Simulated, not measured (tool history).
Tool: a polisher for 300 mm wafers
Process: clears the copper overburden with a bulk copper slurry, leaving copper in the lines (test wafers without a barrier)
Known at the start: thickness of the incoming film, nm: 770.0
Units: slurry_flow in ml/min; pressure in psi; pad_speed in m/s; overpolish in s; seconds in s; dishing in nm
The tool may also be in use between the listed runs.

| run | hour | slurry_flow | pressure | pad_speed | slurry_solids | overpolish | seconds | dishing |
|---|---|---|---|---|---|---|---|---|
| 1 | 0 | 285 | 2 | 1.36 | 1 | 19 | 90.777 | 87.88 |
| 2 | 8.8 | 285 | 1.9 | 1.36 | 1 | 17 | 92.762 | 78.912 |
| 3 | 9.4 | 285 | 1.9 | 1.7 | 1 | 17 | 73.714 | 92.399 |
| 4 | 12.8 | 225 | 1.9 | 1.7 | 1 | 17 | 77.728 | 88.715 |
| 5 | 20.9 | 225 | 1.9 | 1.7 | 0.8 | 17 | 82.201 | 87.644 |
| 6 | 26 | 225 | 1.9 | 2 | 0.8 | 17 | 70.695 | 95.789 |
| 7 | 30.3 | 220 | 1.3 | 1.82 | 0.75 | 8 | 103.2 | 41.901 |
| 8 | 36.4 | 220 | 1.3 | 1.82 | 0.75 | 8 | 105.62 | 41 |
| 9 | 37.5 | 220 | 1.3 | 1.78 | 0.75 | 9 | 105.43 | 43.719 |

Forecast run 10:
| 10 | 43.7 | 220 | 1.3 | 1.64 | 0.75 | 16 | ? | ? |

seconds: 113.02 s
dishing: 63.191 nm
